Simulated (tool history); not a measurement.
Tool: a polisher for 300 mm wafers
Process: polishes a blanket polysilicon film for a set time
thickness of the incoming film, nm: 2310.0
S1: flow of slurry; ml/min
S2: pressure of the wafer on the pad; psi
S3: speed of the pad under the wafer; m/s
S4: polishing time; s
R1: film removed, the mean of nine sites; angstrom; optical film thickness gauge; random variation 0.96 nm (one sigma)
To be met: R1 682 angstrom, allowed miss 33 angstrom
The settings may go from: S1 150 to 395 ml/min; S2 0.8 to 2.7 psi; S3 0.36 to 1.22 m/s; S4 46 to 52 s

| run | hour | S1 | S2 | S3 | S4 | R1 |
|---|---|---|---|---|---|---|
| 1 | 0 | 250 | 1.7 | 0.78 | 52 | 1795.6 |
| 2 | 0.6 | 250 | 1.6 | 0.74 | 52 | 1586.1 |
| 3 | 2 | 250 | 1.5 | 0.72 | 52 | 1462.8 |
| 4 | 2.6 | 205 | 1.5 | 0.72 | 52 | 1420.1 |
| 5 | 9.4 | 205 | 1.9 | 0.72 | 52 | 1774.2 |
| 6 | 10.3 | 205 | 1.8 | 0.7 | 52 | 1643 |
| 7 | 16.9 | 205 | 1.7 | 0.68 | 52 | 1554 |
| 8 | 21.1 | 205 | 1.6 | 0.66 | 52 | 1442.6 |
| 9 | 24.9 | 205 | 1.5 | 0.62 | 52 | 1229.2 |
| 10 | 26.4 | 205 | 1.4 | 0.6 | 52 | 1116.7 |
| 11 | 30.6 | 205 | 0.9 | 0.48 | 51 | 591.58 |
| 12 | 31.5 | 205 | 1 | 0.48 | 51 | 629.31 |

Which of these 4 next moves meets every target?
| A | 32.4 | 210 | 1 | 0.56 | 52 | ? |
| B | 32.4 | 205 | 1 | 0.54 | 52 | ? |
| C | 32.4 | 170 | 1.1 | 0.5 | 48 | ? |
| D | 32.4 | 220 | 1.1 | 0.54 | 48 | ? |

| move | R1 |
|---|---|
| A | 787.35 |
| B | 758.08 |
| C | 693.54 |
| D | 772.97 |
A: takes the result that was furthest off past its target
B: takes the result that was furthest off past its target
C: meets every target
D: takes the result that was furthest off past its target
The right move is C.
